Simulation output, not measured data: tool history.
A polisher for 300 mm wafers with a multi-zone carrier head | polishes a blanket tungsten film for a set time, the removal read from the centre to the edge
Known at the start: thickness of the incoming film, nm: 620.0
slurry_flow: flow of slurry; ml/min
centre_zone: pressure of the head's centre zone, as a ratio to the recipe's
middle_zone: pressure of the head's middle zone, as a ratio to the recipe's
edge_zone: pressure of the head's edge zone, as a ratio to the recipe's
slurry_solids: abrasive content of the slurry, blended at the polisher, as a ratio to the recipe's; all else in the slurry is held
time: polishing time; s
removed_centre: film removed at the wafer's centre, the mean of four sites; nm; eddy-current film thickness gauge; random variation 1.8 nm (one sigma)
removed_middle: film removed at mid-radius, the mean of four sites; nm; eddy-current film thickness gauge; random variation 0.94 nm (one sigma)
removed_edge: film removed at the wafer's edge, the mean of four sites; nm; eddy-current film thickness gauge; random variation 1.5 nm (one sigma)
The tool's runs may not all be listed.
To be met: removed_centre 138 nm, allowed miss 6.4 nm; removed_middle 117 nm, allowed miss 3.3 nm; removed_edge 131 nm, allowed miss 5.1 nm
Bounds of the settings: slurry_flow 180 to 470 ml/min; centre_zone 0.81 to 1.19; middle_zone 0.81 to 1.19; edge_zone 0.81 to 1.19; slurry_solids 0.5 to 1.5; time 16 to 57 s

run  hour  slurry_flow  centre_zone  middle_zone  edge_zone  slurry_solids  time  removed_centre  removed_middle  removed_edge
  1     0          300            1            1          1              1    36          157.78          161.46        163.75
  2   5.2          295         1.01         0.96       0.98            0.9    36           153.7          151.48        156.68
  3  11.6          295         1.01         1.03       0.98            0.9    36          153.84          161.71        159.46
  4  13.7          295         1.01         1.03        0.9            0.9    36             154          159.03        150.21
  5  17.1          295         1.01         1.03        0.9            1.1    36          161.89           169.9        161.12
  6  18.6          295         1.05         1.03        0.9            1.1    36           170.1          171.86        164.44
  7  19.9          290         1.04         0.98        0.9              1    36          162.42          158.12         155.3
  8  25.4          255         1.01         0.88       0.95           0.75    35          140.06          129.91        140.87
  9  29.2          255         1.02         0.86       0.94            0.7    35          140.84          124.22        139.17
 10  35.4          250         1.02         0.85       0.92            0.7    35          139.62          124.48         140.3
 11  42.6          250         1.03         0.85       0.91           0.65    35             138          119.91         137.6
 12  46.1          245         1.04         0.86       0.89           0.65    35          142.14          121.47        133.46

Which of these 4 next moves meets every target?
  A  49.6          290         1.18         0.83       1.01            0.6    33               ?               ?             ?
  B  49.6          190         1.02         0.86       0.85           0.75    37               ?               ?             ?
  C  49.6          235         1.09         0.86       0.93           0.65    34               ?               ?             ?
  D  49.6          200         1.14          0.9       0.85           0.75    35               ?               ?             ?

move  removed_centre  removed_middle  removed_edge
   A          149.85          110.22        133.25
   B             144          126.55        139.08
   C           141.6          116.18         131.9
   D          153.36          125.39        132.41
A: takes the result that was furthest off past its target
B: further off than the last run
C: meets every target
D: further off than the last run
Move C is the one to make.

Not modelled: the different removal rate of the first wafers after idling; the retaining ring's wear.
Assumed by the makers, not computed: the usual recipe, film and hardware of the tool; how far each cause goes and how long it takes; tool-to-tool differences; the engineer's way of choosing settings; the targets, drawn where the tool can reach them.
